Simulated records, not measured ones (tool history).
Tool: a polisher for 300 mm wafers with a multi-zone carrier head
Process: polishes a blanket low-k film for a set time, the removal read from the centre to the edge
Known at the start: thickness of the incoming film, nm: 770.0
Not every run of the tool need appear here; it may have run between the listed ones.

run,hour,flow of slurry (ml/min),pressure of the head's centre zone,pressure of the head's middle zone,pressure of the head's edge zone,abrasive content of the slurry,polishing time (s),film removed at the wafer's centre (Å),film removed at mid-radius (Å),film removed at the wafer's edge (Å)
1,0,260,1,1,1,1,43,227.16,235.68,231.97
2,4.4,260,1,1.04,1,1,43,228.95,239.19,230.95
3,5,260,1,1.01,1,1,43,224.79,236.62,228.12
4,13.5,250,1,0.97,0.99,0.95,43,223.72,219.14,226.71
5,22.4,250,0.99,0.97,0.96,0.9,43,217.61,214.34,215.22
6,29.7,250,0.91,0.97,0.96,0.9,43,203.14,214.06,217.88
7,34.9,245,0.9,0.96,0.93,0.85,43,194.53,209.09,208.62
8,40.8,235,0.9,0.94,0.91,0.85,43,192.04,205.99,203.85

Run 9 has not been measured yet. What should we expect?
9,45,225,0.91,0.92,0.9,0.85,43,?,?,?

{"run 9": {"film removed at the wafer's centre (Å)": 193.3, "film removed at mid-radius (Å)": 198.06, "film removed at the wafer's edge (Å)": 204.41}}

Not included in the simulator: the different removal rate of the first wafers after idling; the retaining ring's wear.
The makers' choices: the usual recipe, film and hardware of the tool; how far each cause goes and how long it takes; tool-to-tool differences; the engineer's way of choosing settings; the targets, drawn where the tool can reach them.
